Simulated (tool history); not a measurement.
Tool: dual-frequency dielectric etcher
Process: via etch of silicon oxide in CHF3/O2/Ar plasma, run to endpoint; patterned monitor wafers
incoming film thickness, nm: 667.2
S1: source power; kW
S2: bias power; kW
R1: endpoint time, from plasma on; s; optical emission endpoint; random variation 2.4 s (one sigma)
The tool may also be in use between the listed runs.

run,hour,S1,S2,R1
1,0,0.62,0.183,345.34
2,5.8,0.72,0.183,327.93
3,9.8,0.72,0.171,333.57
4,17.2,0.79,0.171,323.54
5,23,0.69,0.158,346.27
6,30,0.61,0.149,364.06
7,33.4,0.55,0.141,383.78
8,36.2,0.51,0.138,396.37
9,44.4,0.49,0.136,406.08

The next listed run, before its measurement:
10,51.9,0.48,0.135,?

{"run 10": {"R1": 405.16}}
